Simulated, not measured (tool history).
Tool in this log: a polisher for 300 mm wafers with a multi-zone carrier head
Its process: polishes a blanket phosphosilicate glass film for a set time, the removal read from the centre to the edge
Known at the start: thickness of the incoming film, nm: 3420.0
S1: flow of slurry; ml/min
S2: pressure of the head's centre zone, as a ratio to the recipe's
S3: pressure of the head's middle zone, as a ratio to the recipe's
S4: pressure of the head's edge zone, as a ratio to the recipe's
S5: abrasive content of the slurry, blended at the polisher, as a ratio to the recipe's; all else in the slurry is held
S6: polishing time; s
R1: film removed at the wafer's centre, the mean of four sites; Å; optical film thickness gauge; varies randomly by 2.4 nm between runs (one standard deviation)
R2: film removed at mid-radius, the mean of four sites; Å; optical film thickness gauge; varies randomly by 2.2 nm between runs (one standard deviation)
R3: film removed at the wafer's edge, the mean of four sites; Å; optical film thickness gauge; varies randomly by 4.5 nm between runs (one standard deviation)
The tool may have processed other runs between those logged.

| run | hour | S1 | S2 | S3 | S4 | S5 | S6 | R1 | R2 | R3 |
|---|---|---|---|---|---|---|---|---|---|---|
| 1 | 0 | 155 | 1 | 1 | 1 | 1 | 78 | 4004.9 | 3848.2 | 3805.8 |
| 2 | 8.5 | 145 | 1.01 | 0.97 | 0.96 | 0.95 | 78 | 3930.5 | 3603.6 | 3597.5 |
| 3 | 16.7 | 145 | 0.97 | 0.97 | 0.96 | 0.95 | 78 | 3766.5 | 3630.1 | 3765.3 |
| 4 | 25.3 | 145 | 0.97 | 1.06 | 0.96 | 0.95 | 78 | 3745 | 3873.3 | 3617.7 |
| 5 | 26.4 | 135 | 0.99 | 1.02 | 0.94 | 0.9 | 78 | 3669.5 | 3617.2 | 3429.5 |
| 6 | 32.7 | 135 | 0.99 | 1.02 | 0.94 | 0.85 | 78 | 3645.6 | 3571.9 | 3547.4 |
| 7 | 38.1 | 130 | 1.01 | 0.99 | 0.91 | 0.85 | 78 | 3665.1 | 3466.5 | 3297.4 |

What will run 8 give?
| 8 | 44.3 | 100 | 1.06 | 0.89 | 0.98 | 0.85 | 78 | ? | ? | ? |

R1: 3491 Å
R2: 2910.1 Å
R3: 3331.8 Å
